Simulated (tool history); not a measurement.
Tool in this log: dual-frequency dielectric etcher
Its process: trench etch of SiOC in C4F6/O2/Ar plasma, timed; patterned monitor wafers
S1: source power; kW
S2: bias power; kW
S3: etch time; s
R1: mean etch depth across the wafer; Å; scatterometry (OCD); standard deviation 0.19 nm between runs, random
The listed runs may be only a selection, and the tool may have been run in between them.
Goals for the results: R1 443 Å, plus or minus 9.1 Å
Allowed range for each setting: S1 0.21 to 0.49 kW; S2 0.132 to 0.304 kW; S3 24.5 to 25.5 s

Run 1, hour 0: S1 0.35 kW, S2 0.218 kW, S3 24.5 s. Result: R1 496.19 Å.
Run 2, hour 5.7: S1 0.33 kW, S2 0.216 kW, S3 24.5 s. Result: R1 481.15 Å.
Run 3, hour 10: S1 0.33 kW, S2 0.216 kW, S3 24.5 s. Result: R1 480.81 Å.
Run 4, hour 12.5: S1 0.32 kW, S2 0.215 kW, S3 24.5 s. Result: R1 468.41 Å.
Run 5, hour 17.8: S1 0.32 kW, S2 0.215 kW, S3 25.5 s. Result: R1 491.3 Å.
Run 6, hour 18.7: S1 0.31 kW, S2 0.214 kW, S3 25.5 s. Result: R1 481.56 Å.
Run 7, hour 23.9: S1 0.24 kW, S2 0.206 kW, S3 25.5 s. Result: R1 414.89 Å.
Run 8, hour 30.7: S1 0.25 kW, S2 0.206 kW, S3 25.5 s. Result: R1 425.37 Å.
Run 9, hour 34.7: S1 0.25 kW, S2 0.206 kW, S3 25.5 s. Result: R1 426.25 Å.

Exactly one of the 5 candidate moves below puts every result within its allowed miss. Which one?
Run A, hour 38.7: S1 0.29 kW, S2 0.194 kW, S3 25 s. Result: R1 ?.
Run B, hour 38.7: S1 0.24 kW, S2 0.206 kW, S3 25 s. Result: R1 ?.
Run C, hour 38.7: S1 0.25 kW, S2 0.231 kW, S3 24.5 s. Result: R1 ?.
Run D, hour 38.7: S1 0.26 kW, S2 0.207 kW, S3 25 s. Result: R1 ?.
Run E, hour 38.7: S1 0.24 kW, S2 0.247 kW, S3 24.5 s. Result: R1 ?.

move      R1
   A  440.98
   B  404.29
   C   419.6
   D  423.51
   E  418.58
A: all results land within tolerance of their targets
B: moves away from the targets compared with the last run
C: moves away from the targets compared with the last run
D: moves away from the targets compared with the last run
E: moves away from the targets compared with the last run
Answer: A
